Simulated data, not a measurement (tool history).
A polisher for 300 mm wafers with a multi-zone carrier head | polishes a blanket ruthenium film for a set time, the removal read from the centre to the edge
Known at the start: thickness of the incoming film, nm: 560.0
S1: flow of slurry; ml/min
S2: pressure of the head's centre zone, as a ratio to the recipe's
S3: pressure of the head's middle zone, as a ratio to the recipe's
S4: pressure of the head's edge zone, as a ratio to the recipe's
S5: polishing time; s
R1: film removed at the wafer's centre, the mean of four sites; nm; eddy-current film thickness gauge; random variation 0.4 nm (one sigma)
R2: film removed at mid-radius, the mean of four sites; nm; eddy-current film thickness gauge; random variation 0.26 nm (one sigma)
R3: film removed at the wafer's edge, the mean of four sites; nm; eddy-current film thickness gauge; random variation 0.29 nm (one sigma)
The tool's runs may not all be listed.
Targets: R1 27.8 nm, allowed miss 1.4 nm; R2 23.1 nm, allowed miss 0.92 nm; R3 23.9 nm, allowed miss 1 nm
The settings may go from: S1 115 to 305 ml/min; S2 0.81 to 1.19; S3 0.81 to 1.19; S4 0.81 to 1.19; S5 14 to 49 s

run,day,S1,S2,S3,S4,S5,R1,R2,R3
1,0,195,1,1,1,31,35.785,35.664,35.369
2,0.238,195,1,1.09,1,31,36.994,39.38,35.71
3,0.325,195,1.02,1.05,0.97,29,34.427,34.624,32.971
4,0.533,195,1.02,1.02,0.97,29,34.738,34.348,32.777
5,0.808,195,1.02,1.02,0.97,24,29.04,28.549,26.766
6,1.062,195,0.96,1.02,0.97,24,27.203,28.504,27.297
7,1.108,190,0.99,0.99,0.95,24,27.541,27.654,27.185
8,1.467,190,1.09,0.89,0.85,20,25.718,20.693,21.094
9,1.804,190,1.09,0.89,0.85,20,24.362,20.818,21.378
10,1.958,230,1.15,0.93,0.94,22,30.257,23.978,24.604

Which of these 5 next moves meets every target?
A,2.112,175,1.18,0.98,1.04,21,?,?,?
B,2.112,270,1.12,0.81,1.03,21,?,?,?
C,2.112,240,1.04,1.1,0.94,20,?,?,?
D,2.112,175,0.98,0.9,0.92,24,?,?,?
E,2.112,265,1.17,1,0.9,22,?,?,?

move,R1,R2,R3
A,27.324,22.809,24.322
B,27.771,20.743,25.416
C,24.215,25.174,22.835
D,25.886,24.306,26.243
E,30.37,25.826,24.874
A: meets every target
B: brings the result that was furthest off to its target, and leaves another outside
C: takes the result that was furthest off past its target
D: takes the result that was furthest off past its target
E: further off than the last run
Answer: A
